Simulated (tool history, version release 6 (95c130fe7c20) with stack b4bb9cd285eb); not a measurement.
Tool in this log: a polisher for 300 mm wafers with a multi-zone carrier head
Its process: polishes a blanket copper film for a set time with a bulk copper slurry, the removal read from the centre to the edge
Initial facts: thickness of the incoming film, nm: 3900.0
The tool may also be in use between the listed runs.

| run | hour | flow of slurry (ml/min) | pressure of the head's centre zone | pressure of the head's middle zone | pressure of the head's edge zone | abrasive content of the slurry | polishing time (s) | film removed at the wafer's centre (Å) | film removed at mid-radius (Å) | film removed at the wafer's edge (Å) |
|---|---|---|---|---|---|---|---|---|---|---|
| 1 | 0 | 150 | 1 | 1 | 1 | 1 | 78 | 6472.6 | 6550.7 | 6250.2 |
| 2 | 5.3 | 150 | 0.93 | 1 | 1 | 1 | 78 | 6223.2 | 6623.6 | 6403.2 |
| 3 | 11.5 | 145 | 0.93 | 0.98 | 1.01 | 1 | 78 | 6115.4 | 6410.5 | 6261.1 |
| 4 | 12.7 | 140 | 0.93 | 0.96 | 1.03 | 1 | 78 | 6055.4 | 6327.9 | 6336.5 |
| 5 | 15.2 | 140 | 0.93 | 0.96 | 1.03 | 0.8 | 78 | 5855 | 6200.5 | 5994.1 |
| 6 | 19.6 | 140 | 0.93 | 0.96 | 1.03 | 0.8 | 97 | 7367.5 | 7624.3 | 7727 |
| 7 | 24.5 | 135 | 0.93 | 0.94 | 1.04 | 0.75 | 96 | 7267.6 | 7172.8 | 7463 |
| 8 | 26.1 | 130 | 0.92 | 0.92 | 1.04 | 0.7 | 96 | 7037.4 | 7031.4 | 7585.1 |

Expected results for the next run?
| 9 | 34.8 | 130 | 0.92 | 0.91 | 1.04 | 0.65 | 95 | ? | ? | ? |

Run 9 gave film removed at the wafer's centre (Å) 6780.8, film removed at mid-radius (Å) 6738.2, film removed at the wafer's edge (Å) 7392.7.

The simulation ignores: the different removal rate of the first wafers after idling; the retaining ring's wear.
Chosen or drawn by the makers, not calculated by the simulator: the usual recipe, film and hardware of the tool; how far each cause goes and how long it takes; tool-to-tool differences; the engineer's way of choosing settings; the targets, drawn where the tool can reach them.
